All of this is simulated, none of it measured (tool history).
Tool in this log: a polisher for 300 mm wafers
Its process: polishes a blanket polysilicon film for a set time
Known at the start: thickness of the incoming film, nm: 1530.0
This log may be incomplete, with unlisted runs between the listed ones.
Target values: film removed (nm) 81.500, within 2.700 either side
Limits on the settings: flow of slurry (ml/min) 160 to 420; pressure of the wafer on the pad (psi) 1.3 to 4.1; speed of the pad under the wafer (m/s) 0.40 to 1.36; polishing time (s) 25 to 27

run  hour  flow of slurry (ml/min)  pressure of the wafer on the pad (psi)  speed of the pad under the wafer (m/s)  polishing time (s)  film removed (nm)
  1   0.0                      270                                     2.7                                    0.88                  27            187.580
  2   0.8                      230                                     2.7                                    0.88                  27            180.000
  3   1.7                      190                                     2.7                                    0.88                  27            175.620
  4  10.4                      190                                     2.2                                    0.88                  27            144.680
  5  14.6                      230                                     2.2                                    0.88                  27            148.210
  6  20.6                      270                                     2.2                                    0.88                  27            150.650
  7  21.9                      265                                     2.1                                    0.86                  27            141.010
  8  25.4                      260                                     2.0                                    0.84                  27            132.390
  9  27.1                      255                                     1.9                                    0.82                  27            122.230
 10  30.0                      250                                     1.8                                    0.80                  27            113.010
 11  31.0                      235                                     1.3                                    0.68                  27             70.496
 12  34.7                      235                                     1.3                                    0.68                  27             69.893
 13  35.6                      235                                     1.3                                    0.68                  27             71.669
 14  41.2                      245                                     1.3                                    0.68                  27             71.919
 15  43.9                      255                                     1.3                                    0.68                  27             70.550

4 next moves are on the table. One of them brings every result within its allowed miss. Which?
  A  46.6                      300                                     1.3                                    0.54                  26                  ?
  B  46.6                      245                                     1.3                                    0.82                  26                  ?
  C  46.6                      250                                     1.6                                    0.70                  26                  ?
  D  46.6                      190                                     1.4                                    0.58                  27                  ?

move  film removed (nm)
   A             55.966
   B             81.763
   C             85.610
   D             62.922
A: lands further from the targets than the last run did
B: all results in spec
C: takes the biggest miss from the last run beyond its target
D: lands further from the targets than the last run did
B meets every target.

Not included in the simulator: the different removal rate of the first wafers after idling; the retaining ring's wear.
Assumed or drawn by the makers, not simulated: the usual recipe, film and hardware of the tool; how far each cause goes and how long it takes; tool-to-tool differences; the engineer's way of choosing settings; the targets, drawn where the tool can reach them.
